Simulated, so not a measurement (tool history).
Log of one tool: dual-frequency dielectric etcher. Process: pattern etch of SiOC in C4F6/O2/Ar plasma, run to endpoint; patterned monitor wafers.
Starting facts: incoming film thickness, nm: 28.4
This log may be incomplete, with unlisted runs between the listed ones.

Run 1, hour 0: bias power (W) 500, source power (W) 420. Result: endpoint time (s) 7.9318.
Run 2, hour 6.9: bias power (W) 525, source power (W) 430. Result: endpoint time (s) 7.7299.
Run 3, hour 13.8: bias power (W) 445, source power (W) 430. Result: endpoint time (s) 8.2391.
Run 4, hour 17.6: bias power (W) 364, source power (W) 430. Result: endpoint time (s) 8.8418.
Run 5, hour 21: bias power (W) 320, source power (W) 430. Result: endpoint time (s) 9.2337.
Run 6, hour 29.2: bias power (W) 399, source power (W) 430. Result: endpoint time (s) 8.5685.

Estimate the outcome of run 7 from the log above:
Run 7, hour 31.1: bias power (W) 436, source power (W) 440. Result: endpoint time (s) ?.

endpoint time (s): 8.2317

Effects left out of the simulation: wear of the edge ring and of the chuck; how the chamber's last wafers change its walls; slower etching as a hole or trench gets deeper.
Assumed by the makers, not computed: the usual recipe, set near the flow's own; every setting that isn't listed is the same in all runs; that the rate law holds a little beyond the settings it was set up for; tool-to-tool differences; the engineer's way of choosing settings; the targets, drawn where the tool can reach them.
